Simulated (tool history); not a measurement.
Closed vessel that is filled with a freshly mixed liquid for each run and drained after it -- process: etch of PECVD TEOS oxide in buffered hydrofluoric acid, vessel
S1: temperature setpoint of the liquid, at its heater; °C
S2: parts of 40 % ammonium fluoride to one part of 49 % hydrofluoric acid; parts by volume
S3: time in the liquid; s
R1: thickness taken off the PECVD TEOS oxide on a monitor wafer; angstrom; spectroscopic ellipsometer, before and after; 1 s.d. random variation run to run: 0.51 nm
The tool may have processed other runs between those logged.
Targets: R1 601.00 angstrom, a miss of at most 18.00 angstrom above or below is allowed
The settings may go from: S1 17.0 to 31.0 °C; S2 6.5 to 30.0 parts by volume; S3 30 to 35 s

{"run": 1, "hour": 0.0, "S1": 23.0, "S2": 18.5, "S3": 35, "R1": 255.26}
{"run": 2, "hour": 1.0, "S1": 25.5, "S2": 16.0, "S3": 35, "R1": 336.36}
{"run": 3, "hour": 7.2, "S1": 27.0, "S2": 14.5, "S3": 35, "R1": 404.83}
{"run": 4, "hour": 10.0, "S1": 27.0, "S2": 16.5, "S3": 35, "R1": 359.68}
{"run": 5, "hour": 16.0, "S1": 27.0, "S2": 16.5, "S3": 35, "R1": 350.25}
{"run": 6, "hour": 17.5, "S1": 27.0, "S2": 21.5, "S3": 35, "R1": 277.95}
{"run": 7, "hour": 20.1, "S1": 28.0, "S2": 18.5, "S3": 35, "R1": 329.35}
{"run": 8, "hour": 23.4, "S1": 29.0, "S2": 16.0, "S3": 35, "R1": 404.87}
{"run": 9, "hour": 26.3, "S1": 29.5, "S2": 14.5, "S3": 35, "R1": 462.37}
{"run": 10, "hour": 29.0, "S1": 30.0, "S2": 13.5, "S3": 35, "R1": 510.41}
{"run": 11, "hour": 32.2, "S1": 30.5, "S2": 13.0, "S3": 35, "R1": 532.38}
{"run": 12, "hour": 39.1, "S1": 30.5, "S2": 12.5, "S3": 35, "R1": 556.21}

Exactly one of the 4 candidate moves below puts every result within its allowed miss. Which one?
{"run": "A", "hour": 46.0, "S1": 28.5, "S2": 10.5, "S3": 30, "R1": "?"}
{"run": "B", "hour": 46.0, "S1": 30.5, "S2": 10.5, "S3": 30, "R1": "?"}
{"run": "C", "hour": 46.0, "S1": 24.0, "S2": 8.0, "S3": 35, "R1": "?"}
{"run": "D", "hour": 46.0, "S1": 30.5, "S2": 12.0, "S3": 30, "R1": "?"}

move=A R1=510.55
move=B R1=567.21
move=C R1=595.45
move=D R1=498.05
A: moves away from the targets compared with the last run
B: gains on the last run, yet a result remains outside its allowed miss
C: all results land within tolerance of their targets
D: moves away from the targets compared with the last run
C is the move that brings every result within its allowed miss.
